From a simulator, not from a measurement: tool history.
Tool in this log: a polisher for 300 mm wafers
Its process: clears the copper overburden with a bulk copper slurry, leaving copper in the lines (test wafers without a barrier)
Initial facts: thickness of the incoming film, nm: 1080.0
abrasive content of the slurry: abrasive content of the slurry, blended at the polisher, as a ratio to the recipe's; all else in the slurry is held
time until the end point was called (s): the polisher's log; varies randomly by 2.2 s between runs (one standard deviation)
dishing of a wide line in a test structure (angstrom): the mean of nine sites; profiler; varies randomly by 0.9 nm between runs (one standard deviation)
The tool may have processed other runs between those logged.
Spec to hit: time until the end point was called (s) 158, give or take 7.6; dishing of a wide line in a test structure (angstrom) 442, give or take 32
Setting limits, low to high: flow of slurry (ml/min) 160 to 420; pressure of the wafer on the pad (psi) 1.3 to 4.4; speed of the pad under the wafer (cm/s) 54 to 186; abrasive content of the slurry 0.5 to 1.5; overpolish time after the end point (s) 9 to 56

run    day  flow of slurry (ml/min)  pressure of the wafer on the pad (psi)  speed of the pad under the wafer (cm/s)  abrasive content of the slurry  overpolish time after the end point (s)  time until the end point was called (s)  dishing of a wide line in a test structure (angstrom)
  1      0                      270                                     2.8                                      118                               1                                       29                                   103.59                                                 479.63
  2  0.025                      295                                     2.8                                      118                               1                                       29                                   103.59                                                    473
  3  0.217                      295                                     2.7                                      118                               1                                       29                                   105.41                                                 459.12
  4  0.342                      295                                     2.7                                      118                               1                                       17                                   105.16                                                 429.74
  5  0.442                      295                                     2.7                                       90                               1                                       17                                    138.9                                                 406.68
  6  0.471                      295                                     2.7                                      102                               1                                       17                                   121.95                                                 415.87
  7  0.617                      290                                     2.6                                      102                               1                                       19                                   124.66                                                  423.9
  8  0.683                      285                                     2.5                                      102                               1                                       20                                   132.51                                                 426.16

Which single option among these 5 for the next run brings every result within its allowed miss of target? Just one does.
  A  0.75                      285                                     2.5                                       92                             1.1                                       24                                        ?                                                      ?
  B  0.75                      280                                     2.8                                      100                            0.95                                       25                                        ?                                                      ?
  C  0.75                      165                                     1.5                                      136                             1.4                                       55                                        ?                                                      ?
  D  0.75                      175                                       2                                      102                            0.85                                       32                                        ?                                                      ?
  E  0.75                      320                                     2.7                                       88                               1                                       21                                        ?                                                      ?

move  time until the end point was called (s)  dishing of a wide line in a test structure (angstrom)
   A                                   143.85                                                 454.41
   B                                    122.8                                                 475.55
   C                                   161.59                                                 454.69
   D                                   178.97                                                 449.74
   E                                    140.8                                                 445.87
A: nearer than the last run, and not there yet
B: further off than the last run
C: meets every target
D: takes the biggest miss from the last run beyond its target
E: nearer than the last run, and not there yet
Move C is the one to make.

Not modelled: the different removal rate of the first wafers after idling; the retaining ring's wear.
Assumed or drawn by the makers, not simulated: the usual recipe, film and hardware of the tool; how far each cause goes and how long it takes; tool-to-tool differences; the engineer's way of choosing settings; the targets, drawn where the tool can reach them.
